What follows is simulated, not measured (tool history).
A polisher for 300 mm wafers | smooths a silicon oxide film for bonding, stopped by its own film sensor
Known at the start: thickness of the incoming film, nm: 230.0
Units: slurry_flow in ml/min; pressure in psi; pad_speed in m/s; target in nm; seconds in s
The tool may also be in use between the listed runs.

run  hour  slurry_flow  pressure  pad_speed  slurry_solids  target  seconds
  1     0          135       2.2       1.04              1     175    73.46
  2   6.9          140       2.4       1.04              1     175   66.119
  3  10.6          140       2.8       1.04              1     175   57.942
  4  13.5          140       2.4       1.04              1     175   66.695
     21.4  -- slurry nozzle cleaned
  5  21.4          140       2.4       1.04              1     175   58.796
  6  28.9          140       2.4       1.04              1     175    59.07
  7  36.3          145       2.4       1.04              1     175   58.471
  8  41.1          150       2.4       1.04              1     175   58.026

Forecast run 9:
  9  49.6          155       2.4       1.04              1     175        ?

Run 9 gave seconds 57.628 s.

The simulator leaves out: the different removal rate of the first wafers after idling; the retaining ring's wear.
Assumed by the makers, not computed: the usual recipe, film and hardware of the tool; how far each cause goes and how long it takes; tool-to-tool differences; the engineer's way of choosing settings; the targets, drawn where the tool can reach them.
